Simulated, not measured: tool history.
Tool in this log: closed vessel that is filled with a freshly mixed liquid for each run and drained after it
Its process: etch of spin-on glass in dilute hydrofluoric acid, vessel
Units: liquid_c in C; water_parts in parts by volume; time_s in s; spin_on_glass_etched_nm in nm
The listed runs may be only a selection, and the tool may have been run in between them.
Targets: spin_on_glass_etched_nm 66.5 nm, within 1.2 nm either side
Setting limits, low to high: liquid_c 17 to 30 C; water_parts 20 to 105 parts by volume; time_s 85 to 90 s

run,hour,liquid_c,water_parts,time_s,spin_on_glass_etched_nm
1,0,22,55,85,43.669
2,2.8,19,55,85,38.708
3,6.5,22.5,55,85,44.813
4,9.5,25,55,85,49.218
5,18,25,70,85,37.949
6,19,25,70,90,40.213
7,23.9,26.5,65,90,46.264
8,31.3,27.5,60,90,52.824
9,35.4,28.5,55,90,60.17
10,37,29,55,90,61.248
11,45.9,29.5,55,90,62.285
12,50,30,55,90,63.927
13,56,30,50,90,70.613
14,62.7,29.5,50,90,69.494
15,69.7,29,50,90,67.938

Which single option among these 4 for the next run brings every result within its allowed miss of target? Just one does.
A,76.7,26,45,85,?
B,76.7,28.5,50,85,?
C,76.7,30,50,85,?
D,76.7,30,55,90,?

move,spin_on_glass_etched_nm
A,64.15
B,63.379
C,67.245
D,64.235
A: takes the biggest miss from the last run beyond its target
B: takes the biggest miss from the last run beyond its target
C: every result within its allowed miss
D: takes the biggest miss from the last run beyond its target
Go with C: it meets all targets.

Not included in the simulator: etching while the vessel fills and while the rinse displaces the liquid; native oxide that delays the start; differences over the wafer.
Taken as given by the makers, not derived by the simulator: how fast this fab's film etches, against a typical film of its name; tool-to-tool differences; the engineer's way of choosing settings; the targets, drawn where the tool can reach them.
